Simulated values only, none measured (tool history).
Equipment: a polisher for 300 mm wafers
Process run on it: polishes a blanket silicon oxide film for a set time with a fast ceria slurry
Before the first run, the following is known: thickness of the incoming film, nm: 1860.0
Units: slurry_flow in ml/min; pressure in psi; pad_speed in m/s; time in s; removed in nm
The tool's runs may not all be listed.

run,hour,slurry_flow,pressure,pad_speed,time,removed
1,0,310,3.3,0.94,20,278.04
2,5,310,3.3,0.94,20,282.87
3,8.9,310,3.3,1.02,20,308.98
4,13,310,3.3,0.9,20,273.03
5,21.3,310,3.3,0.78,20,232.46
6,24.4,310,3.8,0.78,20,271.7
7,28.9,310,4.2,0.78,20,296.35

Run 8 is up next; what results do you expect?
8,33.3,310,4.5,0.78,20,?

removed: 318.96 nm
